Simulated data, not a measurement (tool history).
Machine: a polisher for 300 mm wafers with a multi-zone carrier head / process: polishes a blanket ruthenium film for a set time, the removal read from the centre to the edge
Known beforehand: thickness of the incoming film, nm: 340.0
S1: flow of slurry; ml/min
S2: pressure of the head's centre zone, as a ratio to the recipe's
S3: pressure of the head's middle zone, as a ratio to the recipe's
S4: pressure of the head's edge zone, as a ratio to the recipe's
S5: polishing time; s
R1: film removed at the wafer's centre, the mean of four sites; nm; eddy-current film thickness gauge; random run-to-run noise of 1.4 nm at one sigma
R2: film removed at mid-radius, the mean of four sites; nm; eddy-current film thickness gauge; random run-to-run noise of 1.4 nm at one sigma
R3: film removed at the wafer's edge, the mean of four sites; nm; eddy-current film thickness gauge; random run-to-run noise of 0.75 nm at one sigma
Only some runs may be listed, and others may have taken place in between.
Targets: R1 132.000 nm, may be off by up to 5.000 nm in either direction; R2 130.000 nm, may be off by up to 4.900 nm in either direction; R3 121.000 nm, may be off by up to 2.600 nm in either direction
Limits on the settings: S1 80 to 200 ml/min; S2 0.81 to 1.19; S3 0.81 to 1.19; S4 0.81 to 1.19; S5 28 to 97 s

run    day   S1    S2    S3    S4  S5       R1       R2       R3
  1  0.000  130  1.00  1.00  1.00  62   94.575   97.057   95.038
  2  0.246  145  1.03  1.03  1.04  64  102.030  103.730  102.530
  3  0.617  145  1.03  1.03  1.04  52   81.671   84.207   82.288
  4  0.792  145  1.03  1.09  1.04  52   83.809   87.954   82.602
  5  1.117  175  1.03  1.09  1.04  52   86.340   91.321   84.240
  6  1.375  180  1.06  1.11  1.07  57   95.525   99.434   94.167
  7  1.496  185  1.08  1.13  1.07  61  105.900  110.460  101.430
  8  1.808  190  1.11  1.14  1.09  63  113.630  118.210  106.130
  9  1.904  190  1.13  1.13  1.11  65  120.080  117.420  110.050
 10  2.225  190  1.14  1.14  1.12  66  124.030  120.480  112.420
 11  2.496  190  1.14  1.15  1.13  67  125.000  122.780  114.090
 12  2.729  190  1.14  1.15  1.14  68  127.860  122.710  116.360

Of the 4 settings listed for the next run, only one would bring every result within its allowed miss of target. Which one?
  A  2.962  185  1.14  1.12  1.01  72   ?   ?   ?
  B  2.962  200  1.07  1.19  1.15  74   ?   ?   ?
  C  2.962  200  1.13  1.14  1.12  70   ?   ?   ?
  D  2.962  185  1.11  1.19  1.07  69   ?   ?   ?

move       R1       R2       R3
   A  133.530  126.480  117.050
   B  130.600  138.660  129.310
   C  130.470  126.360  120.770
   D  124.640  127.720  115.270
A: nearer the targets than the last run, but a result is still out of spec
B: moves the result that the last run missed by most past its target, out the other side
C: each result inside its tolerance
D: moves away from the targets compared with the last run
C meets every target.

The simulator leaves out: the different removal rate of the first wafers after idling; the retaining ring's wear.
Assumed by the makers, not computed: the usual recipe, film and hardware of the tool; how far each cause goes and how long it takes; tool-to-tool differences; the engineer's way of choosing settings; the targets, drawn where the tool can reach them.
